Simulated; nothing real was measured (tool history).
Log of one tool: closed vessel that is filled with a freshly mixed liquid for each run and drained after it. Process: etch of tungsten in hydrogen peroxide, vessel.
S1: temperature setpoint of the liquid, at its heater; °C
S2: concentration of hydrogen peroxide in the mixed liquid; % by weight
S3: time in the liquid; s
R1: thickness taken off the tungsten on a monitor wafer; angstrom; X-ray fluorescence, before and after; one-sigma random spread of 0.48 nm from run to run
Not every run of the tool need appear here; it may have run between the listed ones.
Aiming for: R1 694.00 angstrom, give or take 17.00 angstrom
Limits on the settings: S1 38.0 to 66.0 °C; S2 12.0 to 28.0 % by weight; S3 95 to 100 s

run,day,S1,S2,S3,R1
1,0.000,54.0,19.0,95,1096.50
2,0.092,52.5,19.0,95,1001.80
3,0.450,52.5,22.5,95,1089.50
4,0.604,57.5,22.5,95,1468.20
5,0.775,57.5,22.5,95,1470.40
6,1.150,57.5,25.0,95,1529.50
7,1.267,55.0,25.0,95,1312.30
8,1.525,53.0,25.0,95,1186.60
9,1.700,51.0,25.0,95,1046.10
10,1.783,49.5,25.0,95,940.89
11,2.146,48.5,25.0,95,889.47
12,2.246,47.5,25.0,95,838.03
13,2.408,43.5,25.0,95,653.90
14,2.754,44.0,25.0,95,675.36

Which of these 5 next moves meets every target?
A,3.100,43.5,28.0,95,?
B,3.100,43.5,24.5,95,?
C,3.100,44.0,20.5,100,?
D,3.100,43.0,27.0,95,?
E,3.100,44.0,21.0,100,?

move,R1
A,693.32
B,648.54
C,644.63
D,659.47
E,652.44
A: every result within its allowed miss
B: misses by more than the last run did
C: misses by more than the last run did
D: misses by more than the last run did
E: misses by more than the last run did
A is the move that brings every result within its allowed miss.

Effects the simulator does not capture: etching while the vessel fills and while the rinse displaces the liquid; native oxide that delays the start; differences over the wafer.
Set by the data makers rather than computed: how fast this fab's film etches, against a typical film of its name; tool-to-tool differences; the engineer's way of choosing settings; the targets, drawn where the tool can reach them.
